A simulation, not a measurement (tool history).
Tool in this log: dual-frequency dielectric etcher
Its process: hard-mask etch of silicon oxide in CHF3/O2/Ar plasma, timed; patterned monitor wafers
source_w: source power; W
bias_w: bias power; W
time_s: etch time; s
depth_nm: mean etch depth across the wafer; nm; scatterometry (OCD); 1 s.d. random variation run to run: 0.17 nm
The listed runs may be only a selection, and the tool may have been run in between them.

run,hour,source_w,bias_w,time_s,depth_nm
1,0.0,630,171,20.5,43.939
2,9.0,630,171,21.5,45.966
3,14.7,600,167,21.5,45.417
4,21.2,580,160,21.5,44.100
5,26.8,500,160,21.5,42.381
6,30.0,390,160,21.5,39.474
7,32.6,390,158,21.5,39.200
8,39.4,390,156,21.5,39.263
9,40.0,390,154,21.5,38.952
10,41.4,390,153,21.5,39.075

What will run 11 give?
11,43.0,390,153,21.5,?

depth_nm: 38.802 nm
